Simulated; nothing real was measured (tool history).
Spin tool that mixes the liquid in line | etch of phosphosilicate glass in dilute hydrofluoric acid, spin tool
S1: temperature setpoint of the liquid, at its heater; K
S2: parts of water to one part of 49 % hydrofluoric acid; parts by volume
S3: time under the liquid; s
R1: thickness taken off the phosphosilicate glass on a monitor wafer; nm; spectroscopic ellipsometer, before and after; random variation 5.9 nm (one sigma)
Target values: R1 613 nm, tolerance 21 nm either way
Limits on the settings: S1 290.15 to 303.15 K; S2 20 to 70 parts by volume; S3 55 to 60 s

run 1 hour=0 | S1=295.15 S2=40 S3=55 | R1=307.92
run 2 hour=6.1 | S1=295.15 S2=45 S3=55 | R1=273.32
run 3 hour=12.3 | S1=295.15 S2=45 S3=60 | R1=301.67
run 4 hour=17.3 | S1=297.15 S2=40 S3=60 | R1=365.34
run 5 hour=18.4 | S1=297.15 S2=40 S3=60 | R1=362.18
run 6 hour=20.7 | S1=298.15 S2=35 S3=60 | R1=446.87
-- hour=22 thermometer replaced
run 7 hour=22 | S1=302.15 S2=30 S3=60 | R1=558.98
run 8 hour=24.1 | S1=303.15 S2=25 S3=60 | R1=707.27
run 9 hour=30.7 | S1=302.15 S2=25 S3=60 | R1=680.14

Which of these 5 next moves meets every target?
run A hour=37.3 | S1=300.15 S2=20 S3=60 | R1=?
run B hour=37.3 | S1=301.65 S2=25 S3=60 | R1=?
run C hour=37.3 | S1=299.65 S2=25 S3=60 | R1=?
run D hour=37.3 | S1=300.65 S2=20 S3=55 | R1=?
run E hour=37.3 | S1=301.15 S2=25 S3=60 | R1=?

move=A R1=802.21
move=B R1=677.32
move=C R1=624.03
move=D R1=750.69
move=E R1=663.66
A: its largest miss is bigger than the last run's
B: roughly where the last run was
C: meets every target
D: its largest miss is bigger than the last run's
E: closes in on the targets versus the last run, not all within tolerance yet
C meets every target.

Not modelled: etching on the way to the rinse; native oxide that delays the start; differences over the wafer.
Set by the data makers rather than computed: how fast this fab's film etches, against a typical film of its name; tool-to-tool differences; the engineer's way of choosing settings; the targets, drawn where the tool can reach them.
